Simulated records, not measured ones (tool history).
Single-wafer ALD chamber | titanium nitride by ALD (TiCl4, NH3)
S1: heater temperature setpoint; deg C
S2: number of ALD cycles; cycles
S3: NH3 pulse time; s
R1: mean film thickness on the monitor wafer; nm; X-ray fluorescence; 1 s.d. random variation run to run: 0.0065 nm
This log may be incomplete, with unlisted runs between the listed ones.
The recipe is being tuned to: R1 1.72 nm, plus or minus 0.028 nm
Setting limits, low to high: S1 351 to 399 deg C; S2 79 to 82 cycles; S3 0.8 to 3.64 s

{"run": 1, "hour": 0.0, "S1": 375, "S2": 79, "S3": 2.22, "R1": 1.8919}
{"run": 2, "hour": 8.6, "S1": 375, "S2": 79, "S3": 2.22, "R1": 1.8909}
{"run": 3, "hour": 9.4, "S1": 372, "S2": 79, "S3": 2.06, "R1": 1.8628}
{"run": 4, "hour": 15.2, "S1": 372, "S2": 79, "S3": 2.06, "R1": 1.8558}
{"run": 5, "hour": 22.3, "S1": 370, "S2": 79, "S3": 1.98, "R1": 1.8431}
{"run": 6, "hour": 24.3, "S1": 370, "S2": 79, "S3": 1.98, "R1": 1.8593}
{"run": 7, "hour": 26.0, "S1": 368, "S2": 79, "S3": 1.84, "R1": 1.8178}
{"run": 8, "hour": 29.7, "S1": 367, "S2": 79, "S3": 1.78, "R1": 1.84}
{"run": 9, "hour": 31.6, "S1": 355, "S2": 79, "S3": 1.07, "R1": 1.6527}
{"run": 10, "hour": 38.2, "S1": 356, "S2": 79, "S3": 1.07, "R1": 1.6765}
{"run": 11, "hour": 42.2, "S1": 357, "S2": 79, "S3": 1.07, "R1": 1.6775}
{"run": 12, "hour": 48.1, "S1": 358, "S2": 79, "S3": 1.07, "R1": 1.6814}

Below are 5 possible settings for the next run. Only one of them brings all results inside the allowed miss of their targets. Which is it?
{"run": "A", "hour": 54.0, "S1": 352, "S2": 79, "S3": 1.47, "R1": "?"}
{"run": "B", "hour": 54.0, "S1": 360, "S2": 82, "S3": 1.25, "R1": "?"}
{"run": "C", "hour": 54.0, "S1": 360, "S2": 81, "S3": 1.29, "R1": "?"}
{"run": "D", "hour": 54.0, "S1": 352, "S2": 81, "S3": 0.97, "R1": "?"}
{"run": "E", "hour": 54.0, "S1": 354, "S2": 79, "S3": 1.06, "R1": "?"}

move=A R1=1.7071
move=B R1=1.7853
move=C R1=1.7702
move=D R1=1.6447
move=E R1=1.645
A: meets every target
B: carries the result that was furthest off beyond its target, to the other side
C: carries the result that was furthest off beyond its target, to the other side
D: the biggest miss grows against the last run
E: the biggest miss grows against the last run
Move A is the one to make.
